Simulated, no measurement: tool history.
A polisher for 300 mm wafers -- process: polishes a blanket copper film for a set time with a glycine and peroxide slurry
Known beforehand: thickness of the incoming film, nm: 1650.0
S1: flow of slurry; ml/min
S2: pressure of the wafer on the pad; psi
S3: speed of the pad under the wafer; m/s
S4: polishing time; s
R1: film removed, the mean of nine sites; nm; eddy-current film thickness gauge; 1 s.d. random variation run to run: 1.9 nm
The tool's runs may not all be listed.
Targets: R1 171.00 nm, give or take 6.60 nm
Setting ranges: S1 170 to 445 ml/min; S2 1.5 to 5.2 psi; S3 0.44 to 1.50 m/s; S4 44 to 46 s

{"run": 1, "hour": 0.0, "S1": 285, "S2": 3.3, "S3": 0.96, "S4": 44, "R1": 315.31}
{"run": 2, "hour": 1.4, "S1": 285, "S2": 3.3, "S3": 0.96, "S4": 44, "R1": 318.9}
{"run": 3, "hour": 9.6, "S1": 315, "S2": 3.3, "S3": 0.96, "S4": 44, "R1": 322.54}
{"run": 4, "hour": 17.6, "S1": 310, "S2": 2.8, "S3": 0.92, "S4": 44, "R1": 265.04}
{"run": 5, "hour": 19.4, "S1": 310, "S2": 2.8, "S3": 0.92, "S4": 46, "R1": 283.83}
{"run": 6, "hour": 27.7, "S1": 310, "S2": 2.8, "S3": 0.78, "S4": 46, "R1": 247.43}
{"run": 7, "hour": 29.3, "S1": 310, "S2": 2.5, "S3": 0.78, "S4": 46, "R1": 228.63}
{"run": 8, "hour": 37.0, "S1": 310, "S2": 2.2, "S3": 0.78, "S4": 46, "R1": 205.18}
{"run": 9, "hour": 41.9, "S1": 310, "S2": 2.2, "S3": 0.78, "S4": 46, "R1": 207.54}
{"run": 10, "hour": 45.6, "S1": 310, "S2": 2.0, "S3": 0.78, "S4": 46, "R1": 190.02}
{"run": 11, "hour": 53.7, "S1": 305, "S2": 1.9, "S3": 0.78, "S4": 46, "R1": 180.63}

Pick the move, out of 5, that brings all results within their allowed miss; only one does.
{"run": "A", "hour": 61.8, "S1": 295, "S2": 2.0, "S3": 0.68, "S4": 46, "R1": "?"}
{"run": "B", "hour": 61.8, "S1": 300, "S2": 1.9, "S3": 0.8, "S4": 46, "R1": "?"}
{"run": "C", "hour": 61.8, "S1": 290, "S2": 1.9, "S3": 0.8, "S4": 46, "R1": "?"}
{"run": "D", "hour": 61.8, "S1": 310, "S2": 1.8, "S3": 0.68, "S4": 44, "R1": "?"}
{"run": "E", "hour": 61.8, "S1": 290, "S2": 1.9, "S3": 0.64, "S4": 45, "R1": "?"}

move=A R1=170.18
move=B R1=184.38
move=C R1=183.85
move=D R1=152.07
move=E R1=153.97
A: in spec on every target
B: its largest miss is bigger than the last run's
C: its largest miss is bigger than the last run's
D: takes the biggest miss from the last run beyond its target
E: takes the biggest miss from the last run beyond its target
The right move is A.
